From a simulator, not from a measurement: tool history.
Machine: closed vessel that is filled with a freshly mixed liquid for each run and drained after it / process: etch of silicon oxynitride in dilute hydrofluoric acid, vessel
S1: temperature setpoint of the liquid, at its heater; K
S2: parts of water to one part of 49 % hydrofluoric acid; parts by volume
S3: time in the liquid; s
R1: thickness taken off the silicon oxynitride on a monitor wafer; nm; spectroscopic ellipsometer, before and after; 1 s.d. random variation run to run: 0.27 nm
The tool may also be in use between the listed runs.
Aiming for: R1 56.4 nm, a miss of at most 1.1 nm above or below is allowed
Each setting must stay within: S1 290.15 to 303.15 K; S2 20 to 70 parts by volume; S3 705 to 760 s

run	hour	S1	S2	S3	R1
1	0	295.15	40	705	61.85
2	1.2	294.65	40	705	60.369
3	3.7	294.65	40	760	65.185
4	11.2	294.15	40	760	62.944
5	11.9	294.15	40	760	63.286
6	17	295.65	40	760	67.98
7	25.3	295.15	40	760	67.241
8	29.2	294.65	40	760	64.798
9	34.2	294.15	40	760	63.116
10	41.6	293.65	40	760	62.007
11	44.8	293.15	40	760	60.425

Below are 5 possible settings for the next run. Only one of them brings all results inside the allowed miss of their targets. Which is it?
A	48	296.65	40	710	?
B	48	292.65	40	725	?
C	48	293.65	40	760	?
D	48	293.15	35	725	?
E	48	294.65	40	755	?

move	R1
A	67.738
B	56.619
C	62.434
D	66.571
E	65.219
A: the biggest miss grows against the last run
B: every result within its allowed miss
C: the biggest miss grows against the last run
D: the biggest miss grows against the last run
E: the biggest miss grows against the last run
Answer: B
